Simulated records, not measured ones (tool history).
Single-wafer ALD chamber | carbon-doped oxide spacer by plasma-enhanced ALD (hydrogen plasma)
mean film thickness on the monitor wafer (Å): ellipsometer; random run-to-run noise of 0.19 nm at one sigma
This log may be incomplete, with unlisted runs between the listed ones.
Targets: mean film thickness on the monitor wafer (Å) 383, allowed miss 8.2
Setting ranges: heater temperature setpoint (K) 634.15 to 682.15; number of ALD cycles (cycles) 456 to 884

run  hour  heater temperature setpoint (K)  number of ALD cycles (cycles)  mean film thickness on the monitor wafer (Å)
  1     0                           658.15                            670                                        327.68
  2   3.3                           658.15                            584                                        284.07
  3    12                           658.15                            632                                        309.54
  4  20.9                           658.15                            669                                        329.53
  5  24.2                           668.15                            669                                        326.75
  6    26                           661.15                            669                                        327.66
  7  34.7                           661.15                            694                                        342.78
  8  40.8                           661.15                            711                                        349.82
  9  43.9                           661.15                            726                                        356.57
 10  50.4                           661.15                            738                                        360.03
 11  52.9                           661.15                            750                                        368.75

Exercise: of the 4 proposed moves below, exactly one satisfies all targets within the stated allowed misses. Which move is it?
  A  55.4                           661.15                            722                                             ?
  B  55.4                           663.15                            754                                             ?
  C  55.4                           639.15                            778                                             ?
  D  55.4                           658.15                            740                                             ?

move  mean film thickness on the monitor wafer (Å)
   A                                        355.78
   B                                        371.55
   C                                        383.37
   D                                        364.65
A: lands further from the targets than the last run did
B: an improvement on the last run, though not all results are within tolerance
C: all results land within tolerance of their targets
D: lands further from the targets than the last run did
C is the move that brings every result within its allowed miss.
